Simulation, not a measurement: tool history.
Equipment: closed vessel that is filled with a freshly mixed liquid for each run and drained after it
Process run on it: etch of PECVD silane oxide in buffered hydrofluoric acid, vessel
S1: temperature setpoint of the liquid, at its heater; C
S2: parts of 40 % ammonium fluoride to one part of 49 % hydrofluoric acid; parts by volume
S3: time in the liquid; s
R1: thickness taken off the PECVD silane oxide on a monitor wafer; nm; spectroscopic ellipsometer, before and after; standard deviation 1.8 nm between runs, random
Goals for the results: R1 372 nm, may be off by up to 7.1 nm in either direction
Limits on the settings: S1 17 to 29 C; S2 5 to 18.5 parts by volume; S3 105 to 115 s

run,hour,S1,S2,S3,R1
1,0,21,11.5,105,228.99
2,3,22.5,11.5,105,251.46
3,6.9,23.5,11.5,105,265.86
4,12,24.5,11.5,105,276.46
5,15.2,25.5,11.5,105,293.48
6,22.8,26,11.5,105,302.19
7,28.6,26.5,11.5,105,310.15
8,35.9,27,11.5,105,317.02
9,41.3,29,10.5,105,385.18

Next run, 4 choices. One meets every target within its allowed miss, the rest don't. Which?
A,46.7,29,11.5,105,?
B,46.7,27,11,110,?
C,46.7,29,12,110,?
D,46.7,29,11,105,?

move,R1
A,352.67
B,346.92
C,354.44
D,368.28
A: moves the result that the last run missed by most past its target, out the other side
B: moves the result that the last run missed by most past its target, out the other side
C: moves the result that the last run missed by most past its target, out the other side
D: all results land within tolerance of their targets
Correct choice: D, which meets every target
